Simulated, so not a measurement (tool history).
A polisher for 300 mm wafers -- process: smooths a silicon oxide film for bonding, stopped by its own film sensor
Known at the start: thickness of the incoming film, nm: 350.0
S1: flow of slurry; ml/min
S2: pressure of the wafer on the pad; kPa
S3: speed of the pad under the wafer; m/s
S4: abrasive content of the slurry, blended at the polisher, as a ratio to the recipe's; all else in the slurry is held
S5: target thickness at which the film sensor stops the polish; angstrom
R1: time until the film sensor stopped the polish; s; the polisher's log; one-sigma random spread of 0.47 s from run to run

run	hour	S1	S2	S3	S4	S5	R1
1	0	130	17.9	1.06	1	3140	53.95
2	4.4	130	19.3	1.08	1	3140	48.936
3	11.8	130	19.3	1.08	1	3170	45.327
4	19.9	130	19.3	1.18	1	3170	42.979
5	27.9	130	19.3	0.94	1	3170	49.123
# hour 33.9: slurry blender recalibrated
6	33.9	130	19.3	0.94	1	3140	45.916
7	35.1	130	20	0.94	1	3140	42.711
8	43.6	130	20	0.94	1	3140	43.093
9	46.8	130	20.7	0.94	1	3140	41.406

What will run 10 give?
10	48.5	130	21.4	0.94	1	3140	?

R1: 41.23 s

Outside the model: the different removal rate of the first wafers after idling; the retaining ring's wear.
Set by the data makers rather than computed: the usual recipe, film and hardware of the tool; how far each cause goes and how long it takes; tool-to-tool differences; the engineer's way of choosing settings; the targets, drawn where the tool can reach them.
